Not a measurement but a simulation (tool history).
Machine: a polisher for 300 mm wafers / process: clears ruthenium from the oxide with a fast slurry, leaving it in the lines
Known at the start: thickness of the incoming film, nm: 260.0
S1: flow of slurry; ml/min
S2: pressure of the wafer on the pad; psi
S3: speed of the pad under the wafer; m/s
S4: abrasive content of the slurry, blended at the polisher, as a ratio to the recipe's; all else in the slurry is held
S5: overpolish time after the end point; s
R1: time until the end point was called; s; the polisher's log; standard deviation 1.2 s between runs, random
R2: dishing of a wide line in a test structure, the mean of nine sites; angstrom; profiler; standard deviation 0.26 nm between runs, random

run  hour   S1   S2    S3  S4  S5      R1      R2
  1     0  265  2.1  0.96   1  23  98.115  451.74
  2   0.6  265  2.1  0.96   1  14  94.404  287.23
  3   9.1  265  2.1  0.78   1  14  108.97  258.44
  4  13.1  265  2.1  0.78   1  13  108.87  232.27
  5    16  325  2.1  0.78   1  13  107.41  243.55
  6  17.5  370  2.1  0.78   1  13  106.12  240.17
  7  19.1  415  2.2  0.78   1   7  101.39  144.09

Estimate the outcome of run 8 from the log above:
  8  20.9  410  2.3  0.78   1   7   ?   ?

{"run 8": {"R1": 97.988, "R2": 149.56}}
